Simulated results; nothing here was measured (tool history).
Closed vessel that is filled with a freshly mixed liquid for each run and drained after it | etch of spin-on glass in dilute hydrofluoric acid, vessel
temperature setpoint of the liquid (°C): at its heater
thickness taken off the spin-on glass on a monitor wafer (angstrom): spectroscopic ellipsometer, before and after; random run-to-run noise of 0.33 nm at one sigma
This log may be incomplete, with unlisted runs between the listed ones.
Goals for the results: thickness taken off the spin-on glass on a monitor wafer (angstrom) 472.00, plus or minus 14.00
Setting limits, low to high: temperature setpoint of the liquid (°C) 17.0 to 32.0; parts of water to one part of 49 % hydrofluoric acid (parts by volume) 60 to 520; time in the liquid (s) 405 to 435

run	hour	temperature setpoint of the liquid (°C)	parts of water to one part of 49 % hydrofluoric acid (parts by volume)	time in the liquid (s)	thickness taken off the spin-on glass on a monitor wafer (angstrom)
1	0.0	24.0	290	405	380.63
2	5.2	24.5	290	405	392.92
3	14.0	24.5	330	405	326.05
4	15.9	24.5	330	435	353.99
5	23.6	25.5	330	435	366.32
6	31.3	26.0	325	435	384.90
7	36.4	26.5	325	435	387.83
8	44.8	27.0	325	435	391.80
9	47.3	27.5	325	435	393.06
10	50.4	28.0	320	435	413.54
11	57.4	28.5	320	435	423.64

Which single option among these 4 for the next run brings every result within its allowed miss of target? Just one does.
A	64.4	28.0	315	405	?
B	64.4	27.5	285	405	?
C	64.4	28.0	290	435	?
D	64.4	31.0	350	405	?

move	thickness taken off the spin-on glass on a monitor wafer (angstrom)
A	400.52
B	449.36
C	479.75
D	382.12
A: further off than the last run
B: closes in on the targets versus the last run, not all within tolerance yet
C: all results in spec
D: further off than the last run
The right move is C.
